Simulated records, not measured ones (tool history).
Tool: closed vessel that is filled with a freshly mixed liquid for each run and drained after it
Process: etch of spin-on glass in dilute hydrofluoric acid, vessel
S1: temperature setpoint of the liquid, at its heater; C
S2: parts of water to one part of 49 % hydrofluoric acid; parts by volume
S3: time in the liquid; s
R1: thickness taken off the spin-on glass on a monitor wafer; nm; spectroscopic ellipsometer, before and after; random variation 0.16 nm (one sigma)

{"run": 1, "hour": 0.0, "S1": 26, "S2": 175, "S3": 100, "R1": 18.981}
{"run": 2, "hour": 7.9, "S1": 26, "S2": 175, "S3": 100, "R1": 18.965}
{"run": 3, "hour": 12.3, "S1": 26, "S2": 230, "S3": 100, "R1": 13.694}
{"run": 4, "hour": 14.0, "S1": 26, "S2": 290, "S3": 100, "R1": 10.039}
{"run": 5, "hour": 23.2, "S1": 26, "S2": 290, "S3": 100, "R1": 10.052}
{"run": 6, "hour": 28.4, "S1": 26, "S2": 290, "S3": 110, "R1": 11.063}
{"run": 7, "hour": 36.8, "S1": 30, "S2": 220, "S3": 110, "R1": 18.194}
{"run": 8, "hour": 45.9, "S1": 34, "S2": 150, "S3": 110, "R1": 33.35}

Forecast run 9:
{"run": 9, "hour": 53.4, "S1": 33, "S2": 150, "S3": 110, "R1": "?"}

Run 9 gave R1 32.065 nm.

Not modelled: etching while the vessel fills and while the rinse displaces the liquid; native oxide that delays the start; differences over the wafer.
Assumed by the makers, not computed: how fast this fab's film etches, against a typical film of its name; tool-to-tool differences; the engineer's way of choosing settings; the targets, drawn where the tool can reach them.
